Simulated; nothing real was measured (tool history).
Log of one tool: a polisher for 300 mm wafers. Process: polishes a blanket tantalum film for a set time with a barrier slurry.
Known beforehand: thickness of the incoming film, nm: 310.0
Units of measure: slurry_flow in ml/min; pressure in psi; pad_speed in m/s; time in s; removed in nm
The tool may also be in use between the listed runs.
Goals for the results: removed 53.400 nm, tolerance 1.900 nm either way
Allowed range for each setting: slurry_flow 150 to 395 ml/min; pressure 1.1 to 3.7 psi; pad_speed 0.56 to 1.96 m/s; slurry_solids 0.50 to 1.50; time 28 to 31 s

run,day,slurry_flow,pressure,pad_speed,slurry_solids,time,removed
1,0.000,250,2.4,1.26,1.00,31,70.952
2,0.058,250,2.3,1.26,1.00,31,68.348
3,0.292,280,2.3,1.26,1.00,31,67.173
4,0.629,330,2.3,1.26,1.00,31,69.546
5,0.804,330,2.2,1.26,1.00,31,65.397
6,1.117,330,2.1,1.26,1.00,31,63.883
7,1.271,330,2.0,1.26,1.00,31,61.706
8,1.321,330,1.9,1.26,1.00,31,57.688

Which of these 4 next moves meets every target?
A,1.371,320,1.8,1.26,1.15,31,?
B,1.371,345,2.2,1.26,0.90,31,?
C,1.371,365,1.7,1.24,1.05,31,?
D,1.371,305,2.1,1.32,0.95,31,?

move,removed
A,57.933
B,63.804
C,52.757
D,64.839
A: the biggest miss grows against the last run
B: the biggest miss grows against the last run
C: in spec on every target
D: the biggest miss grows against the last run
Correct choice: C, which meets every target
